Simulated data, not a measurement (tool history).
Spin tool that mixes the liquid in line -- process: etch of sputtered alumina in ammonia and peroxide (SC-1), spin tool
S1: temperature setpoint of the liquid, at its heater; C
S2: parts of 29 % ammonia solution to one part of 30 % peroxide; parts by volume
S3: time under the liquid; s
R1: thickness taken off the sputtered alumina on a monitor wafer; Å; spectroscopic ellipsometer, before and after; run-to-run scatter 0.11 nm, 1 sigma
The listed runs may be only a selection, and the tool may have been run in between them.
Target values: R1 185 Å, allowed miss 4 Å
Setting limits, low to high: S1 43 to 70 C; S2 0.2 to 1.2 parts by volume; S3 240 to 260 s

{"run": 1, "hour": 0.0, "S1": 59, "S2": 0.7, "S3": 240, "R1": 221.72}
{"run": 2, "hour": 5.5, "S1": 52, "S2": 0.7, "S3": 240, "R1": 152.44}
{"run": 3, "hour": 11.6, "S1": 53, "S2": 0.7, "S3": 240, "R1": 162.84}
{"run": 4, "hour": 19.4, "S1": 53.5, "S2": 0.7, "S3": 240, "R1": 164.28}
{"run": 5, "hour": 20.9, "S1": 46.5, "S2": 0.7, "S3": 240, "R1": 113.56}
{"run": 6, "hour": 26.5, "S1": 46.5, "S2": 0.7, "S3": 260, "R1": 122.43}
{"run": 7, "hour": 27.4, "S1": 48.5, "S2": 0.7, "S3": 260, "R1": 137.21}
{"run": 8, "hour": 33.1, "S1": 50, "S2": 0.7, "S3": 260, "R1": 149.07}
{"run": 9, "hour": 41.4, "S1": 51, "S2": 0.7, "S3": 260, "R1": 155.95}
{"run": 10, "hour": 48.1, "S1": 52, "S2": 0.7, "S3": 260, "R1": 166.32}

Exactly one of the 5 candidate moves below puts every result within its allowed miss. Which one?
{"run": "A", "hour": 54.8, "S1": 54, "S2": 0.7, "S3": 260, "R1": "?"}
{"run": "B", "hour": 54.8, "S1": 51, "S2": 0.85, "S3": 260, "R1": "?"}
{"run": "C", "hour": 54.8, "S1": 52.5, "S2": 0.8, "S3": 260, "R1": "?"}
{"run": "D", "hour": 54.8, "S1": 54, "S2": 0.8, "S3": 240, "R1": "?"}
{"run": "E", "hour": 54.8, "S1": 49.5, "S2": 0.75, "S3": 260, "R1": "?"}

move=A R1=185.53
move=B R1=160.7
move=C R1=173.34
move=D R1=173.44
move=E R1=146.25
A: every result within its allowed miss
B: lands further from the targets than the last run did
C: nearer than the last run, and not there yet
D: nearer than the last run, and not there yet
E: lands further from the targets than the last run did
Answer: A

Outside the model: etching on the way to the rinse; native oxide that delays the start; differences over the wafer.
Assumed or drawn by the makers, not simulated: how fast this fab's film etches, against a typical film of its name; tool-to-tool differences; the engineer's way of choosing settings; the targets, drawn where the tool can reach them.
